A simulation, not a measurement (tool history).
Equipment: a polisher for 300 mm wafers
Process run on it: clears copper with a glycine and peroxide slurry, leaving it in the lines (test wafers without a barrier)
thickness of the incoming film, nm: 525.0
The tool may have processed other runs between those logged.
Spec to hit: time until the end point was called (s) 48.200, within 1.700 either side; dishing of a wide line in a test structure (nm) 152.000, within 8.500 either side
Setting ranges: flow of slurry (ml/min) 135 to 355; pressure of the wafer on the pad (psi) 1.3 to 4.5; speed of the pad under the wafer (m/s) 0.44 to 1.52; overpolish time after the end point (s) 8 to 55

run    day  flow of slurry (ml/min)  pressure of the wafer on the pad (psi)  speed of the pad under the wafer (m/s)  overpolish time after the end point (s)  time until the end point was called (s)  dishing of a wide line in a test structure (nm)
  1  0.000                      225                                     2.9                                    0.98                                       28                                   79.244                                          117.410
  2  0.283                      225                                     3.1                                    0.98                                       27                                   75.126                                          114.480
  3  0.375                      225                                     3.1                                    0.98                                       19                                   74.767                                           86.714
  4  0.729                      185                                     3.1                                    0.98                                       19                                   77.271                                           89.938
  5  0.917                      185                                     3.1                                    0.98                                       30                                   77.894                                          122.120
  6  0.971                      195                                     3.3                                    0.98                                       30                                   72.100                                          125.840
  7  1.338                      200                                     3.5                                    0.98                                       30                                   68.841                                          131.600
  8  1.417                      205                                     3.7                                    1.00                                       30                                   63.251                                          140.480
  9  1.721                      210                                     3.8                                    1.00                                       29                                   62.446                                          141.040
 10  1.775                      215                                     3.9                                    1.02                                       28                                   61.449                                          138.650
 11  1.808                      215                                     4.0                                    1.04                                       27                                   58.027                                          143.490
 12  1.867                      220                                     4.1                                    1.06                                       26                                   55.963                                          137.020
 13  2.075                      220                                     4.1                                    1.06                                       26                                   56.286                                          138.900
 14  2.158                      220                                     4.2                                    1.08                                       26                                   54.070                                          141.850
 15  2.271                      225                                     4.4                                    1.12                                       26                                   50.556                                          145.920

Consider the 4 candidate settings below. Which is the only one whose results all fall within their allowed miss of target?
  A  2.383                      200                                     4.3                                    1.10                                       30                                        ?                                                ?
  B  2.383                      210                                     4.2                                    1.12                                       22                                        ?                                                ?
  C  2.383                      160                                     4.5                                    1.20                                       26                                        ?                                                ?
  D  2.383                      210                                     4.1                                    1.14                                       31                                        ?                                                ?

move  time until the end point was called (s)  dishing of a wide line in a test structure (nm)
   A                                   53.392                                          157.230
   B                                   53.264                                          130.620
   C                                   49.163                                          152.350
   D                                   53.526                                          158.570
A: lands further from the targets than the last run did
B: lands further from the targets than the last run did
C: every result within its allowed miss
D: lands further from the targets than the last run did
C meets every target.
